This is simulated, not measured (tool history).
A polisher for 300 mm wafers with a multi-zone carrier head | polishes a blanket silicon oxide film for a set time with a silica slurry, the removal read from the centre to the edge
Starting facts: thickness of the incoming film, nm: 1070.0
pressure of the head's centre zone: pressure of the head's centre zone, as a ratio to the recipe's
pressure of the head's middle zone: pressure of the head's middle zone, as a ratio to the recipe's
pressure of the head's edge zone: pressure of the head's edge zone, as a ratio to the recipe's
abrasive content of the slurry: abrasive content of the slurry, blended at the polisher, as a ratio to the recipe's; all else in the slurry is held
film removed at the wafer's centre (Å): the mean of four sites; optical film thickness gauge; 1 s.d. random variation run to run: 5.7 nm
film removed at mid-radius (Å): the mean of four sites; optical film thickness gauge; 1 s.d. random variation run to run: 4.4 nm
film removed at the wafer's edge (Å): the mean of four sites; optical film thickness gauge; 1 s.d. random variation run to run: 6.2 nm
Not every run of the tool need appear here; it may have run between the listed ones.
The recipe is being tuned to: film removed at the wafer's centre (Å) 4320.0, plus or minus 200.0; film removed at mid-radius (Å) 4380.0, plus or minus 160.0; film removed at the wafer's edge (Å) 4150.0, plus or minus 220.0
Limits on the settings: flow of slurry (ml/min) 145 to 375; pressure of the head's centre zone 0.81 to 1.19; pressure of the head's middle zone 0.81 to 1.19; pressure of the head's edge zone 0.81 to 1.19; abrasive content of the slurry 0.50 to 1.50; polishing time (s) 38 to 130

run,day,flow of slurry (ml/min),pressure of the head's centre zone,pressure of the head's middle zone,pressure of the head's edge zone,abrasive content of the slurry,polishing time (s),film removed at the wafer's centre (Å),film removed at mid-radius (Å),film removed at the wafer's edge (Å)
1,0.000,240,1.00,1.00,1.00,1.00,84,3710.5,3696.6,3557.8
2,0.271,240,1.00,0.97,1.00,1.00,84,3680.6,3566.7,3581.1
3,0.346,245,1.01,0.99,1.03,1.05,84,3904.5,3763.9,3742.2
4,0.712,250,1.01,1.01,1.05,1.05,84,3818.0,3836.5,3819.8
5,0.862,250,1.01,0.96,1.05,1.05,84,3905.7,3694.9,3769.1
6,1.108,260,1.02,0.99,1.06,1.05,84,3913.2,3774.7,3796.3
7,1.167,260,1.03,1.01,1.07,1.10,84,4101.9,3881.7,4009.0
8,1.271,265,1.03,1.04,1.05,1.10,84,4144.9,3983.0,3991.6
9,1.304,270,1.03,1.07,1.04,1.10,84,4064.5,4215.7,3780.2
10,1.342,270,1.03,1.07,1.06,1.10,84,4097.9,4080.3,3987.2
11,1.658,275,1.03,1.08,1.06,1.10,84,4069.3,4167.4,3972.4

Exercise: of the 4 proposed moves below, exactly one satisfies all targets within the stated allowed misses. Which move is it?
A,1.975,280,1.02,1.08,1.05,1.15,87,?,?,?
B,1.975,235,0.99,1.17,0.97,1.10,94,?,?,?
C,1.975,245,0.99,1.12,0.98,1.15,91,?,?,?
D,1.975,190,1.00,1.05,1.19,1.15,93,?,?,?

move,film removed at the wafer's centre (Å),film removed at mid-radius (Å),film removed at the wafer's edge (Å)
A,4387.7,4436.8,4184.7
B,4410.9,4903.2,4189.5
C,4394.0,4717.8,4191.6
D,4403.0,4463.9,4634.4
A: all results in spec
B: moves the result that the last run missed by most past its target, out the other side
C: moves the result that the last run missed by most past its target, out the other side
D: brings the last run's worst result on target, with another outside its allowed miss
So the answer is move A, the one that meets all the targets.

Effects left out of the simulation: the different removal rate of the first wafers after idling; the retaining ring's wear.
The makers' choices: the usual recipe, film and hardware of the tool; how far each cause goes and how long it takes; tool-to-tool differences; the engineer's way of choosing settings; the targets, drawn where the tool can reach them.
